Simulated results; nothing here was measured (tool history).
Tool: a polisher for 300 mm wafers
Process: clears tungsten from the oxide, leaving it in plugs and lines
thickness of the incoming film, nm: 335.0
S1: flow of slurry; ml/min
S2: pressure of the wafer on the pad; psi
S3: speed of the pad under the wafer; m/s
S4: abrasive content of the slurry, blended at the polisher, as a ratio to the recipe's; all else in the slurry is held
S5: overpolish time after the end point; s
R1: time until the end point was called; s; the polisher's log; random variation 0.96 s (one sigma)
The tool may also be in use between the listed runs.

run,day,S1,S2,S3,S4,S5,R1
1,0.000,235,3.1,0.92,1.0,36,109.820
2,0.262,235,2.3,0.92,1.0,36,136.610
3,0.525,235,2.5,0.92,1.0,36,127.860
4,0.775,235,2.7,0.92,1.0,36,121.220
5,1.067,235,2.9,0.92,1.0,36,117.300
6,1.404,235,2.6,0.92,1.0,36,126.090
7,1.433,235,2.8,0.92,1.0,36,118.560
8,1.492,235,3.0,0.92,1.0,36,111.840
9,1.654,235,3.1,0.92,1.0,36,111.360
10,2.017,235,4.0,0.96,1.0,36,85.095

Run 11 comes next. What will it give?
11,2.088,235,4.2,0.96,1.0,36,?

Run 11 gave R1 82.934 s.

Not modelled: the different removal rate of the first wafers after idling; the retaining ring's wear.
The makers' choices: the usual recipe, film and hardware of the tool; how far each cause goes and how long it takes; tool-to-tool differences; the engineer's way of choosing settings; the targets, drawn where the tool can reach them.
